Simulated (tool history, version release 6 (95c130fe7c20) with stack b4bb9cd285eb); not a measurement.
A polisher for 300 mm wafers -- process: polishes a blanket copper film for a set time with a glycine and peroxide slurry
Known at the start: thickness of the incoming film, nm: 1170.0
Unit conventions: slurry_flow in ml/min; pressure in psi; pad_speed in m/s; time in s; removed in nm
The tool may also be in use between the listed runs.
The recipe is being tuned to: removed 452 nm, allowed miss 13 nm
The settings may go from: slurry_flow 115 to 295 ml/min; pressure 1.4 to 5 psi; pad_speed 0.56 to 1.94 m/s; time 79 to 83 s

| run | day | slurry_flow | pressure | pad_speed | time | removed |
|---|---|---|---|---|---|---|
| 1 | 0 | 190 | 3.2 | 1.24 | 79 | 558.83 |
| 2 | 0.112 | 190 | 3.2 | 1.24 | 79 | 549.39 |
| 3 | 0.204 | 190 | 2.9 | 1.24 | 79 | 512.66 |
| 4 | 0.242 | 190 | 2.9 | 1.24 | 83 | 548.41 |
| 5 | 0.383 | 190 | 2.9 | 1.24 | 79 | 515.18 |
| 6 | 0.746 | 185 | 2.8 | 1.24 | 79 | 503.06 |
| 7 | 0.808 | 185 | 2.7 | 1.24 | 79 | 481.09 |
| 8 | 1.121 | 180 | 2.7 | 1.24 | 79 | 482.03 |
| 9 | 1.362 | 175 | 2.6 | 1.24 | 79 | 472.35 |

Which one of the following 5 next-run settings gets every result inside its allowed miss? There is exactly one.
| A | 1.604 | 190 | 2.8 | 1.12 | 80 | ? |
| B | 1.604 | 140 | 3.2 | 1 | 81 | ? |
| C | 1.604 | 220 | 2.3 | 1.3 | 83 | ? |
| D | 1.604 | 115 | 2.8 | 1.08 | 79 | ? |
| E | 1.604 | 190 | 2.2 | 1.32 | 81 | ? |

| move | removed |
|---|---|
| A | 484.23 |
| B | 482.13 |
| C | 487.23 |
| D | 428.96 |
| E | 456.84 |
A: its largest miss is bigger than the last run's
B: its largest miss is bigger than the last run's
C: its largest miss is bigger than the last run's
D: moves the result that the last run missed by most past its target, out the other side
E: every result lands within tolerance
The move that meets every target is E.

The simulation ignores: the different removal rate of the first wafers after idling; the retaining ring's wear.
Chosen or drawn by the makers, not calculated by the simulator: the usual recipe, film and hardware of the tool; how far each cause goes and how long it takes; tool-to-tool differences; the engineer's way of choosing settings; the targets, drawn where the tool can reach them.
